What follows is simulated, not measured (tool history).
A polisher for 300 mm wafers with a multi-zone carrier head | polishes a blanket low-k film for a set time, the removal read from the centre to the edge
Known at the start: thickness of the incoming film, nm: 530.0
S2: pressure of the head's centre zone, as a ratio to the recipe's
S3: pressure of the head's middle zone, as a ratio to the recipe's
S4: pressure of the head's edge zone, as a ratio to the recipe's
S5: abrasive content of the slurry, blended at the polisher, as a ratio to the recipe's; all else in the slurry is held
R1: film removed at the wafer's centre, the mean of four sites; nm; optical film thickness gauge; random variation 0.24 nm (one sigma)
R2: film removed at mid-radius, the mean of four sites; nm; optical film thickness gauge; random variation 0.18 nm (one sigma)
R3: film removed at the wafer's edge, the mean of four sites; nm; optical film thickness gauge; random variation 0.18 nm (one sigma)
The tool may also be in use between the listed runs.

run 1 hour=0.0 | flow_of_slurry_(ml/min)=210 S2=1.00 S3=1.00 S4=1.00 S5=1.00 polishing_time_(s)=82 | R1=23.974 R2=25.052 R3=24.092
run 2 hour=5.8 | flow_of_slurry_(ml/min)=205 S2=0.97 S3=0.98 S4=0.97 S5=0.85 polishing_time_(s)=81 | R1=21.993 R2=22.622 R3=22.569
run 3 hour=11.6 | flow_of_slurry_(ml/min)=205 S2=0.97 S3=0.94 S4=0.97 S5=0.85 polishing_time_(s)=81 | R1=22.293 R2=21.699 R3=21.976
run 4 hour=14.9 | flow_of_slurry_(ml/min)=205 S2=0.97 S3=0.94 S4=0.97 S5=0.85 polishing_time_(s)=72 | R1=19.934 R2=19.023 R3=19.681
run 5 hour=21.0 | flow_of_slurry_(ml/min)=205 S2=0.97 S3=0.94 S4=0.97 S5=0.85 polishing_time_(s)=52 | R1=14.346 R2=14.007 R3=14.038
run 6 hour=21.6 | flow_of_slurry_(ml/min)=205 S2=0.97 S3=0.91 S4=0.97 S5=0.85 polishing_time_(s)=52 | R1=14.385 R2=13.803 R3=14.263
run 7 hour=25.3 | flow_of_slurry_(ml/min)=215 S2=0.98 S3=0.94 S4=1.00 S5=0.95 polishing_time_(s)=52 | R1=14.785 R2=14.468 R3=15.061

Run 8 comes next. What will it give?
run 8 hour=28.7 | flow_of_slurry_(ml/min)=220 S2=0.99 S3=0.97 S4=1.01 S5=1.05 polishing_time_(s)=52 | R1=? R2=? R3=?

R1: 16.011 nm
R2: 15.574 nm
R3: 15.711 nm
